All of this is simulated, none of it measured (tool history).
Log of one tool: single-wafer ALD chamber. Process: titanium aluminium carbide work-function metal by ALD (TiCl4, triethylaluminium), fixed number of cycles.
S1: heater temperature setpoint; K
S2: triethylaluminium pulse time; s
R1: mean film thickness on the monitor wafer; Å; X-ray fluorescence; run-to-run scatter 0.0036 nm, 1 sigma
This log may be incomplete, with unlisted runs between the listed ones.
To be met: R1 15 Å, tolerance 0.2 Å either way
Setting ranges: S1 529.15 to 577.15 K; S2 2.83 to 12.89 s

run  hour      S1    S2      R1
  1     0  553.15  7.86  16.648
  2   2.7  553.15  6.87  16.196
  3   8.3  549.15  6.76  15.749
  4  11.5  547.15  6.71  15.533
  5  13.7  546.15  6.68  15.423
  6  21.3  546.15  7.79  16.041
  7  23.8  543.15  7.72  15.769
  8  32.6  532.15   7.4  14.662
  9  38.6  533.15  7.42  14.738

Next run, 4 choices. One meets every target within its allowed miss, the rest don't. Which?
  A  44.6  535.15  6.54   ?
  B  44.6  530.15  8.49   ?
  C  44.6  531.15  7.38   ?
  D  44.6  534.15  7.07   ?

move      R1
   A  14.378
   B   14.92
   C  14.525
   D  14.614
A: further off than the last run
B: every result within its allowed miss
C: further off than the last run
D: further off than the last run
The move that meets every target is B.
